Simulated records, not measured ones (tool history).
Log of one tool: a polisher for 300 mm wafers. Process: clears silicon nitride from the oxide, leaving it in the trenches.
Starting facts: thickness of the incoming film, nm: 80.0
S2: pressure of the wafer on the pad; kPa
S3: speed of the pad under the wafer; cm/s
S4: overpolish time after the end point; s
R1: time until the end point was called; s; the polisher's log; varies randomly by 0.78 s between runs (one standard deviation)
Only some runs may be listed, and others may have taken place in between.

{"run": 1, "hour": 0.0, "flow of slurry (ml/min)": 295, "S2": 15.2, "S3": 110, "S4": 8, "R1": 143.05}
{"run": 2, "hour": 3.4, "flow of slurry (ml/min)": 255, "S2": 15.2, "S3": 110, "S4": 8, "R1": 144.03}
{"run": 3, "hour": 12.2, "flow of slurry (ml/min)": 255, "S2": 15.2, "S3": 90, "S4": 8, "R1": 176.39}
{"run": 4, "hour": 16.3, "flow of slurry (ml/min)": 255, "S2": 17.9, "S3": 100, "S4": 8, "R1": 138.86}
{"hour": 19.8, "done": "worn pad replaced by a new one"}
{"run": 5, "hour": 19.8, "flow of slurry (ml/min)": 255, "S2": 17.9, "S3": 110, "S4": 8, "R1": 112.64}
{"run": 6, "hour": 22.3, "flow of slurry (ml/min)": 255, "S2": 19.3, "S3": 110, "S4": 8, "R1": 108.66}
{"run": 7, "hour": 23.5, "flow of slurry (ml/min)": 255, "S2": 20.7, "S3": 112, "S4": 8, "R1": 99.759}

Predict the results of run 8:
{"run": 8, "hour": 32.1, "flow of slurry (ml/min)": 255, "S2": 22.1, "S3": 116, "S4": 8, "R1": "?"}

R1: 92.34 s

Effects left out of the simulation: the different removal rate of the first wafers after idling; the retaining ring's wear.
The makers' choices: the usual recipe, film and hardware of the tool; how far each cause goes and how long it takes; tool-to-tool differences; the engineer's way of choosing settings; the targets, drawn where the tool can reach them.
